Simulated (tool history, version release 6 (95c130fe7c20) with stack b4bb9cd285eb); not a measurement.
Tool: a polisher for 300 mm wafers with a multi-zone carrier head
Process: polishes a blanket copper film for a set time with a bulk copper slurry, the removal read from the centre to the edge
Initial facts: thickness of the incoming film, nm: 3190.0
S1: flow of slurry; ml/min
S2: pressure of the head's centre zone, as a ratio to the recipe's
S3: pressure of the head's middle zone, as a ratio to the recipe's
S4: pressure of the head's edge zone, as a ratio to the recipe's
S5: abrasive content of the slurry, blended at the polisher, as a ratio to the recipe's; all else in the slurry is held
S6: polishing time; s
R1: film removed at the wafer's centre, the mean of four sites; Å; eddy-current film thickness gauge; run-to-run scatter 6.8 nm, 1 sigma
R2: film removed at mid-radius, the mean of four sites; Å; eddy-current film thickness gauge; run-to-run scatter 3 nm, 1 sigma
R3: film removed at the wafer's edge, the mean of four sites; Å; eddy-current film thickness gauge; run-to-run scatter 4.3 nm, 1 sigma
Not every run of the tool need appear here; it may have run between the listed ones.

run    day   S1    S2    S3    S4    S5  S6      R1      R2      R3
  1      0  230     1     1     1     1  67  7844.9  7813.7  8076.4
  2  0.267  230     1  1.05     1     1  67  7933.8  8240.5  8034.8
  3  0.467  230     1  1.09     1     1  67  7893.8  8501.9    7906
  4  0.808  230     1  1.09     1     1  82  9646.4   10415  9872.8
  5  0.983  230     1  1.09     1     1  96   11497   12275   11498
  6  1.042  205     1  1.09     1     1  96   11100   11864   11470
  7  1.279  210  1.01  1.06  0.98   0.9  87  9880.7   10382   10018
  8  1.583  210  1.03  1.03  0.96  0.85  79  9035.4    9048  8795.2
  9  1.629  205  1.04     1  0.94   0.8  73  8061.7  8052.3  7877.7
 10  1.662  200  1.06  0.97  0.92  0.75  69  7766.1  7100.5  7386.5
 11  1.708  200  1.07  0.96   0.9   0.7  66  7499.8    6747  6829.9
 12  1.854  200  1.07  0.95  0.89  0.65  63  6974.6  6269.4  6308.5

Run 13 comes next. What will it give?
 13  2.004  200  1.07  0.93  0.88  0.6  61   ?   ?   ?

R1: 6767.5 Å
R2: 5786.6 Å
R3: 5991.3 Å
